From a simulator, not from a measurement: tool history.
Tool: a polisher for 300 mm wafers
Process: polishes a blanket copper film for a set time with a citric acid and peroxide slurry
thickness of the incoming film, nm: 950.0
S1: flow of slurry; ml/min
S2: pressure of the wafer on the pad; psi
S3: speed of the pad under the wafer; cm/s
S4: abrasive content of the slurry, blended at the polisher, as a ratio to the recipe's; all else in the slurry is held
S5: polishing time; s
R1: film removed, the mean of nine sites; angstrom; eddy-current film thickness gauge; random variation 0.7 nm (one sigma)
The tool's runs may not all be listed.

{"run": 1, "day": 0.0, "S1": 220, "S2": 3.5, "S3": 100, "S4": 1, "S5": 75, "R1": 1693.7}
{"run": 2, "day": 0.221, "S1": 215, "S2": 2.9, "S3": 84, "S4": 1, "S5": 75, "R1": 1209.7}
{"run": 3, "day": 0.329, "S1": 215, "S2": 2.9, "S3": 84, "S4": 1.1, "S5": 75, "R1": 1235.8}
{"run": 4, "day": 0.583, "S1": 170, "S2": 2.9, "S3": 84, "S4": 1.1, "S5": 75, "R1": 1189.2}
{"run": 5, "day": 0.883, "S1": 170, "S2": 3.6, "S3": 84, "S4": 1.1, "S5": 75, "R1": 1451}
{"run": 6, "day": 1.192, "S1": 190, "S2": 3.6, "S3": 84, "S4": 1.1, "S5": 75, "R1": 1477.8}

Run 7 comes next. What will it give?
{"run": 7, "day": 1.446, "S1": 185, "S2": 2.9, "S3": 76, "S4": 1.1, "S5": 75, "R1": "?"}

Run 7 gave R1 1102.4 angstrom.

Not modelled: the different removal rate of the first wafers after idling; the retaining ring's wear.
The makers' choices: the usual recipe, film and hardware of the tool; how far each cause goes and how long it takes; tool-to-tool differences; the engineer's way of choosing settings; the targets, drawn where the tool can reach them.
